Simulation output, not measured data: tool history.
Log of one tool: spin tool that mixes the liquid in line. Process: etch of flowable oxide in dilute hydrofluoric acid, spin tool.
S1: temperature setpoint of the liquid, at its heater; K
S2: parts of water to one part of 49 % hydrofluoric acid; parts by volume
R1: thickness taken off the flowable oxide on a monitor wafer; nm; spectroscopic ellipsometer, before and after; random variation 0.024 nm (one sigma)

{"run": 1, "hour": 0.0, "S1": 296.15, "S2": 100, "time under the liquid (s)": 15, "R1": 4.2752}
{"run": 2, "hour": 7.7, "S1": 296.15, "S2": 100, "time under the liquid (s)": 15, "R1": 4.2959}
{"run": 3, "hour": 13.4, "S1": 296.15, "S2": 100, "time under the liquid (s)": 15, "R1": 4.2439}
{"run": 4, "hour": 14.1, "S1": 297.15, "S2": 100, "time under the liquid (s)": 15, "R1": 4.4742}
{"run": 5, "hour": 16.4, "S1": 298.15, "S2": 100, "time under the liquid (s)": 15, "R1": 4.611}
{"run": 6, "hour": 20.4, "S1": 295.15, "S2": 100, "time under the liquid (s)": 15, "R1": 4.1098}
{"run": 7, "hour": 22.2, "S1": 296.15, "S2": 100, "time under the liquid (s)": 15, "R1": 4.2737}
{"run": 8, "hour": 30.5, "S1": 297.15, "S2": 100, "time under the liquid (s)": 15, "R1": 4.4741}
{"run": 9, "hour": 35.2, "S1": 298.15, "S2": 100, "time under the liquid (s)": 15, "R1": 4.6502}
{"run": 10, "hour": 37.3, "S1": 298.65, "S2": 100, "time under the liquid (s)": 15, "R1": 4.7292}
{"run": 11, "hour": 45.5, "S1": 299.15, "S2": 100, "time under the liquid (s)": 15, "R1": 4.8135}
{"run": 12, "hour": 49.9, "S1": 299.65, "S2": 100, "time under the liquid (s)": 15, "R1": 4.9037}

Forecast run 13:
{"run": 13, "hour": 53.6, "S1": 300.15, "S2": 100, "time under the liquid (s)": 15, "R1": "?"}

{"run 13": {"R1": 4.9964}}
